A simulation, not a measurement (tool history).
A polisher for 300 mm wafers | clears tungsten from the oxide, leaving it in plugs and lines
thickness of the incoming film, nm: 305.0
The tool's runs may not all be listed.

run    day  flow of slurry (ml/min)  pressure of the wafer on the pad (psi)  speed of the pad under the wafer (cm/s)  abrasive content of the slurry  overpolish time after the end point (s)  time until the end point was called (s)
  1  0.000                      145                                     3.2                                       90                             1.0                                        8                                   85.862
  2  0.075                      165                                     3.2                                       90                             1.0                                        8                                   84.941
  3  0.192                      165                                     3.2                                       90                             0.9                                        8                                   85.344
  4  0.250                      140                                     3.2                                       90                             0.9                                        8                                   86.372
  5  0.292                      140                                     3.0                                       86                             0.9                                        8                                   97.521
  6  0.567                      140                                     3.0                                       86                             0.9                                        8                                   98.096
  7  0.642                      140                                     2.8                                       84                             0.9                                        8                                  104.720
  8  0.750                      140                                     2.6                                       80                             0.9                                        8                                  118.720

Run 9 comes next. What will it give?
  9  1.029                      140                                     2.4                                       78                             0.9                                        8                                        ?

time until the end point was called (s): 131.070
